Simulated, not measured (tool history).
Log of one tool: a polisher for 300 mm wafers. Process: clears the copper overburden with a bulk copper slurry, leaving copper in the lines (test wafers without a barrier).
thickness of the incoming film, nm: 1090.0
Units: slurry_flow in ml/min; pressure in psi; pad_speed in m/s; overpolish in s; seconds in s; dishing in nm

run,hour,slurry_flow,pressure,pad_speed,slurry_solids,overpolish,seconds,dishing
1,0,285,3.3,1.1,1,20,90.31,62.895
2,8,285,3.9,1.1,1,20,75.13,66.098
3,16.7,285,3.9,1.1,0.9,20,75.971,64.922
4,20.1,315,3.9,1.1,0.9,20,76.226,65.428
5,29,315,4.2,1.16,0.9,18,66.096,67.737
6,30.2,315,3.6,1.16,0.9,18,75.749,63.946
7,33.3,315,4,1.2,0.9,16,66.778,65.226
8,40.2,315,4.3,1.24,0.9,15,60.086,65.422
9,48.6,315,4.6,1.26,0.9,15,56.278,66.633
10,53.4,320,4.8,1.3,0.9,15,51.949,69.412

Forecast run 11:
11,54.5,320,4.9,1.32,0.9,14,?,?

seconds: 48.367 s
dishing: 66.371 nm
